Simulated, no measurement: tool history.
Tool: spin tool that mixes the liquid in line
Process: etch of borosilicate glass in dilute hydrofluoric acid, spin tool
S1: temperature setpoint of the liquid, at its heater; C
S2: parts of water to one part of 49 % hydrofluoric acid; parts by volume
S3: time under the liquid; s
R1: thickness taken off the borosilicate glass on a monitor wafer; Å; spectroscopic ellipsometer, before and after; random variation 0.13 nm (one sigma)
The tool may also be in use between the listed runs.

Run 1, hour 0.0: S1 26.0 C, S2 100 parts by volume, S3 55 s. Result: R1 136.89 Å.
Run 2, hour 6.1: S1 24.5 C, S2 100 parts by volume, S3 55 s. Result: R1 127.13 Å.
Run 3, hour 14.7: S1 26.0 C, S2 100 parts by volume, S3 55 s. Result: R1 136.23 Å.
Run 4, hour 20.8: S1 28.5 C, S2 100 parts by volume, S3 55 s. Result: R1 149.48 Å.
Run 5, hour 28.2: S1 29.5 C, S2 100 parts by volume, S3 55 s. Result: R1 155.24 Å.
Run 6, hour 32.8: S1 29.5 C, S2 85 parts by volume, S3 55 s. Result: R1 188.42 Å.
Run 7, hour 35.0: S1 29.0 C, S2 85 parts by volume, S3 55 s. Result: R1 183.47 Å.
Run 8, hour 39.3: S1 28.5 C, S2 85 parts by volume, S3 55 s. Result: R1 180.17 Å.

Run 9 has not been measured yet. What should we expect?
Run 9, hour 47.0: S1 28.0 C, S2 85 parts by volume, S3 55 s. Result: R1 ?.

R1: 177.49 Å

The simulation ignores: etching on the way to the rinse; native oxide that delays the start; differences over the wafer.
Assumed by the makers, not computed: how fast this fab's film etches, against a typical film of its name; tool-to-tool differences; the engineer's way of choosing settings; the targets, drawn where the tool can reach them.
